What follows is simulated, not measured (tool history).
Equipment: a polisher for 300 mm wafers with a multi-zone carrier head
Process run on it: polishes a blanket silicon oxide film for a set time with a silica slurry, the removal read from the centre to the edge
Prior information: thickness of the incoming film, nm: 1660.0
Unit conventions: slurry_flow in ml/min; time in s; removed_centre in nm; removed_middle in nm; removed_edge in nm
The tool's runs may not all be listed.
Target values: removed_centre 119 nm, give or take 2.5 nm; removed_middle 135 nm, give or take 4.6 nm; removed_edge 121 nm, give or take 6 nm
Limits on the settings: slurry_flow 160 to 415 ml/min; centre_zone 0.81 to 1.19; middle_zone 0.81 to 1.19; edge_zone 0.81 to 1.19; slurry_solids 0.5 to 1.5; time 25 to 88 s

run,hour,slurry_flow,centre_zone,middle_zone,edge_zone,slurry_solids,time,removed_centre,removed_middle,removed_edge
1,0,265,1,1,1,1,56,188.41,192.39,186.81
2,5.2,265,1,1,1,0.8,56,173.35,174.83,174.22
3,5.9,325,1,1,1,0.8,56,176.06,177.56,174.16
4,8.9,325,1,1,1.06,0.8,56,177.2,173.75,178.98
5,15.3,345,0.97,1,1,0.7,53,154.16,159.06,157.35
6,20.2,405,0.97,1,1,0.7,53,158.22,163.67,160.26
7,21.4,400,0.95,0.99,0.95,0.65,51,144.69,150.1,144.28
8,28.4,385,0.92,0.99,0.91,0.6,51,133.73,143.6,137.53
9,30.1,370,0.91,1,0.88,0.55,51,127.28,140.52,129.87
10,32,355,0.9,1,0.86,0.55,51,125.84,138.04,129.8
11,33.4,355,0.9,1.01,0.84,0.55,51,125.25,141.69,125.7
12,35,355,0.9,1.01,0.84,0.55,51,125.91,141.68,129.44
13,43.5,355,0.9,1.01,0.83,0.55,51,125.8,139.86,126.58
14,46.5,295,0.88,1.01,0.81,0.5,51,115.46,132.71,117.71

5 next moves are on the table. One of them brings every result within its allowed miss. Which?
A,49.5,235,0.9,1.12,0.9,0.7,43,?,?,?
B,49.5,275,0.83,0.95,0.93,0.55,50,?,?,?
C,49.5,335,0.86,0.88,0.88,0.5,54,?,?,?
D,49.5,160,0.92,1.04,0.81,0.5,55,?,?,?
E,49.5,300,0.86,1,0.83,0.55,54,?,?,?

move,removed_centre,removed_middle,removed_edge
A,112.32,139.71,118.95
B,111.62,129.9,128.33
C,122.02,128.79,132.48
D,118.08,136.26,121.31
E,125.83,147.82,134.03
A: the biggest miss grows against the last run
B: the biggest miss grows against the last run
C: takes the biggest miss from the last run beyond its target
D: each result inside its tolerance
E: takes the biggest miss from the last run beyond its target
D meets every target.
